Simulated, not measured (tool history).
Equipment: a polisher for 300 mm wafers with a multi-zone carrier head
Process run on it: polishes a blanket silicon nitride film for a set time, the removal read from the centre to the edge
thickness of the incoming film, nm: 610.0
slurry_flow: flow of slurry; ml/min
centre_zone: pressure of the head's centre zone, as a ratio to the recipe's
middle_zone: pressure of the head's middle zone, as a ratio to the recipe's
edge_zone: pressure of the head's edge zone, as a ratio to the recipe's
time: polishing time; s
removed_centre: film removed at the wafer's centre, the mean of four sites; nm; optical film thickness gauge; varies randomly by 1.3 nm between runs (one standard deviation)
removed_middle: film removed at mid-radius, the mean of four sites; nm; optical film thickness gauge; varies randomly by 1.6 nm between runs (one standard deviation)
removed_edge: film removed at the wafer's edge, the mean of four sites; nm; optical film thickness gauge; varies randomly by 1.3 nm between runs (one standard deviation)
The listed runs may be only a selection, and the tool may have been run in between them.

Run 1, hour 0.0: slurry_flow 145 ml/min, centre_zone 1.00, middle_zone 1.00, edge_zone 1.00, time 51 s. Result: removed_centre 117.540 nm, removed_middle 119.320 nm, removed_edge 121.440 nm.
Run 2, hour 4.4: slurry_flow 145 ml/min, centre_zone 1.00, middle_zone 1.00, edge_zone 1.00, time 42 s. Result: removed_centre 98.747 nm, removed_middle 97.288 nm, removed_edge 99.015 nm.
Run 3, hour 7.9: slurry_flow 145 ml/min, centre_zone 1.05, middle_zone 1.00, edge_zone 1.00, time 42 s. Result: removed_centre 103.040 nm, removed_middle 96.529 nm, removed_edge 100.730 nm.
Run 4, hour 13.4: slurry_flow 165 ml/min, centre_zone 1.05, middle_zone 1.00, edge_zone 1.00, time 42 s. Result: removed_centre 105.090 nm, removed_middle 98.634 nm, removed_edge 101.640 nm.
Run 5, hour 15.1: slurry_flow 165 ml/min, centre_zone 1.05, middle_zone 1.00, edge_zone 1.00, time 36 s. Result: removed_centre 88.666 nm, removed_middle 85.866 nm, removed_edge 86.761 nm.
Run 6, hour 17.4: slurry_flow 165 ml/min, centre_zone 0.99, middle_zone 1.00, edge_zone 1.00, time 36 s. Result: removed_centre 87.304 nm, removed_middle 86.497 nm, removed_edge 86.355 nm.
Run 7, hour 21.0: slurry_flow 165 ml/min, centre_zone 1.04, middle_zone 0.99, edge_zone 1.04, time 42 s. Result: removed_centre 103.230 nm, removed_middle 99.680 nm, removed_edge 102.440 nm.
Run 8, hour 28.2: slurry_flow 160 ml/min, centre_zone 1.07, middle_zone 0.97, edge_zone 1.07, time 46 s. Result: removed_centre 115.090 nm, removed_middle 106.930 nm, removed_edge 114.660 nm.
Run 9, hour 36.1: slurry_flow 155 ml/min, centre_zone 1.09, middle_zone 0.96, edge_zone 1.10, time 49 s. Result: removed_centre 124.030 nm, removed_middle 114.250 nm, removed_edge 121.810 nm.

Predict the results of run 10:
Run 10, hour 39.3: slurry_flow 155 ml/min, centre_zone 1.09, middle_zone 0.93, edge_zone 1.12, time 51 s. Result: removed_centre ?, removed_middle ?, removed_edge ?.

{"run 10": {"removed_centre": 128.42, "removed_middle": 112.62, "removed_edge": 130.22}}
